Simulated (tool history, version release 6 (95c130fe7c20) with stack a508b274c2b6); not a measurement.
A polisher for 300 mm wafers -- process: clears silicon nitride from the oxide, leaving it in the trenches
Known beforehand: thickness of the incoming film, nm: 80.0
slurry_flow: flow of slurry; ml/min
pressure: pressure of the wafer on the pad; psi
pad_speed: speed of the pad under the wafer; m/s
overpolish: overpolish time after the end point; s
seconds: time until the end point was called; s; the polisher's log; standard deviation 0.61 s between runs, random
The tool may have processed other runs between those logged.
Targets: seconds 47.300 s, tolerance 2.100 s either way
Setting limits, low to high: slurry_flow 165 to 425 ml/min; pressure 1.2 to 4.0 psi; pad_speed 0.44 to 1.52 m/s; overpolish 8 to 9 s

{"run": 1, "day": 0.0, "slurry_flow": 275, "pressure": 2.6, "pad_speed": 0.98, "overpolish": 9, "seconds": 75.448}
{"run": 2, "day": 0.225, "slurry_flow": 275, "pressure": 2.6, "pad_speed": 0.88, "overpolish": 9, "seconds": 84.906}
{"run": 3, "day": 0.467, "slurry_flow": 275, "pressure": 2.8, "pad_speed": 0.88, "overpolish": 9, "seconds": 79.002}
{"run": 4, "day": 0.554, "slurry_flow": 275, "pressure": 2.9, "pad_speed": 0.9, "overpolish": 9, "seconds": 75.343}
{"run": 5, "day": 0.604, "slurry_flow": 275, "pressure": 3.0, "pad_speed": 0.92, "overpolish": 9, "seconds": 71.065}
{"run": 6, "day": 0.783, "slurry_flow": 340, "pressure": 3.0, "pad_speed": 0.92, "overpolish": 9, "seconds": 68.647}
{"run": 7, "day": 1.033, "slurry_flow": 340, "pressure": 3.1, "pad_speed": 0.92, "overpolish": 9, "seconds": 67.775}
{"run": 8, "day": 1.271, "slurry_flow": 340, "pressure": 3.2, "pad_speed": 0.92, "overpolish": 9, "seconds": 64.619}
{"run": 9, "day": 1.396, "slurry_flow": 340, "pressure": 3.3, "pad_speed": 0.92, "overpolish": 9, "seconds": 64.128}
{"run": 10, "day": 1.642, "slurry_flow": 340, "pressure": 3.4, "pad_speed": 0.94, "overpolish": 9, "seconds": 61.407}
{"run": 11, "day": 1.779, "slurry_flow": 340, "pressure": 3.5, "pad_speed": 0.96, "overpolish": 9, "seconds": 57.907}
{"run": 12, "day": 1.921, "slurry_flow": 340, "pressure": 3.6, "pad_speed": 0.96, "overpolish": 9, "seconds": 57.129}
{"run": 13, "day": 2.188, "slurry_flow": 340, "pressure": 3.6, "pad_speed": 0.98, "overpolish": 9, "seconds": 55.437}
{"run": 14, "day": 2.246, "slurry_flow": 340, "pressure": 4.0, "pad_speed": 1.0, "overpolish": 9, "seconds": 48.554}

Which one of the following 5 next-run settings gets every result inside its allowed miss? There is exactly one.
{"run": "A", "day": 2.304, "slurry_flow": 355, "pressure": 3.8, "pad_speed": 1.0, "overpolish": 8, "seconds": "?"}
{"run": "B", "day": 2.304, "slurry_flow": 325, "pressure": 3.8, "pad_speed": 0.98, "overpolish": 8, "seconds": "?"}
{"run": "C", "day": 2.304, "slurry_flow": 365, "pressure": 3.8, "pad_speed": 1.12, "overpolish": 9, "seconds": "?"}
{"run": "D", "day": 2.304, "slurry_flow": 345, "pressure": 3.2, "pad_speed": 1.2, "overpolish": 9, "seconds": "?"}
{"run": "E", "day": 2.304, "slurry_flow": 335, "pressure": 3.8, "pad_speed": 1.02, "overpolish": 8, "seconds": "?"}

move=A seconds=51.736
move=B seconds=53.060
move=C seconds=46.694
move=D seconds=51.818
move=E seconds=51.090
A: further off than the last run
B: further off than the last run
C: all results land within tolerance of their targets
D: further off than the last run
E: further off than the last run
Go with C: it meets all targets.

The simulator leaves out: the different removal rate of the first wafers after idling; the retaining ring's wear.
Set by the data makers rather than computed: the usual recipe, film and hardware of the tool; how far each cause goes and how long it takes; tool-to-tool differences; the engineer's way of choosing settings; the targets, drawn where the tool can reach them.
